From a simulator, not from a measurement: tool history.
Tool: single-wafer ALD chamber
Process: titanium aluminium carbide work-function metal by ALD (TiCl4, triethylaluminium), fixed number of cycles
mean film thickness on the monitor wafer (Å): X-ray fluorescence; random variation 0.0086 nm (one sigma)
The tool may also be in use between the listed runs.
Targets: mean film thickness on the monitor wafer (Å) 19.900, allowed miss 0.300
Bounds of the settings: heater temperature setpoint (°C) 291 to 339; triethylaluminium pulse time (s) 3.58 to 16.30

run,hour,heater temperature setpoint (°C),triethylaluminium pulse time (s),mean film thickness on the monitor wafer (Å)
1,0.0,315,9.94,22.794
2,3.5,321,9.94,23.452
3,11.2,318,9.59,23.289
4,12.1,309,9.59,22.154
5,17.1,307,9.34,21.821
6,25.2,305,9.17,21.445
7,30.9,304,9.09,21.368
8,32.2,303,9.00,21.177
9,38.9,302,8.94,21.026
10,40.5,301,8.89,20.976
11,43.5,300,8.83,20.982
12,47.3,291,6.73,18.960
13,54.7,292,6.76,19.116

4 next moves are on the table. One of them brings every result within its allowed miss. Which?
A,62.1,296,9.37,?
B,62.1,302,8.37,?
C,62.1,297,7.19,?
D,62.1,296,8.92,?

move,mean film thickness on the monitor wafer (Å)
A,20.702
B,20.981
C,19.876
D,20.562
A: takes the result that was furthest off past its target
B: takes the result that was furthest off past its target
C: meets every target
D: takes the result that was furthest off past its target
Answer: C
